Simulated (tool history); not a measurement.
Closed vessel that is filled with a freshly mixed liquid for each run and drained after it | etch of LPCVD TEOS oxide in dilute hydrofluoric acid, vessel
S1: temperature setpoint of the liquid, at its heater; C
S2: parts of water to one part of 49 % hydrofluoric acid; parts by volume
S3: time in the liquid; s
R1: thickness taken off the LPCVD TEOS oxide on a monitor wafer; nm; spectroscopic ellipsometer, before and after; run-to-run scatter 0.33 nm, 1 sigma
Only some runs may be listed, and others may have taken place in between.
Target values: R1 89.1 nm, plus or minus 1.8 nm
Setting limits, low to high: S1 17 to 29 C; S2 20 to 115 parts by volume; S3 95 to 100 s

| run | hour | S1 | S2 | S3 | R1 |
|---|---|---|---|---|---|
| 1 | 0 | 21 | 65 | 95 | 39.19 |
| 2 | 7.8 | 21 | 45 | 95 | 58.395 |
| 3 | 10.3 | 21 | 55 | 95 | 47.156 |
| 4 | 11.9 | 21 | 40 | 95 | 65.847 |
| 5 | 18.7 | 17.5 | 40 | 95 | 56.583 |
| 6 | 23.7 | 18.5 | 40 | 95 | 59.384 |
| 7 | 28 | 19.5 | 40 | 95 | 61.653 |
| 8 | 36.4 | 20.5 | 40 | 95 | 64.574 |

Exactly one of the 5 candidate moves below puts every result within its allowed miss. Which one?
| A | 44.8 | 24 | 35 | 95 | ? |
| B | 44.8 | 25 | 35 | 100 | ? |
| C | 44.8 | 19.5 | 45 | 95 | ? |
| D | 44.8 | 23 | 30 | 100 | ? |
| E | 44.8 | 23.5 | 35 | 100 | ? |

| move | R1 |
|---|---|
| A | 86.165 |
| B | 94.544 |
| C | 54.726 |
| D | 102.15 |
| E | 88.827 |
A: closer than the last run, but not yet in spec
B: takes the result that was furthest off past its target
C: moves away from the targets compared with the last run
D: takes the result that was furthest off past its target
E: each result inside its tolerance
The right move is E.

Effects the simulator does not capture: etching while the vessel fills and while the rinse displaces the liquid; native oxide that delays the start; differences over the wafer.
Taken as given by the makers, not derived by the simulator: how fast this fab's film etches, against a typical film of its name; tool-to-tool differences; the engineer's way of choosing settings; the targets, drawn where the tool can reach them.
